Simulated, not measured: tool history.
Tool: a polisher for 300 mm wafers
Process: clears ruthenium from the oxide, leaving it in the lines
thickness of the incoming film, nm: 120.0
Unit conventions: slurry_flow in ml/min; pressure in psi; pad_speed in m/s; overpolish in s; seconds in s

run    day  slurry_flow  pressure  pad_speed  overpolish  seconds
  1      0          165       2.4       0.92           8    120.9
  2  0.342          165       2.4       0.92           6   116.66
  3  0.367          165       2.2       0.92           6   129.46
  4  0.571          170       2.7          1           6   96.794
  5  0.679          175         3       1.08           6   81.393
  6  0.746          175       3.2       1.16           6    69.19
  7  0.912          175       3.4        1.2           6   64.068
  8  1.225          180       3.5       1.24           6    59.28

Run 9 is up next; what results do you expect?
  9  1.338          180       3.6       1.28           6        ?

seconds: 55.4 s
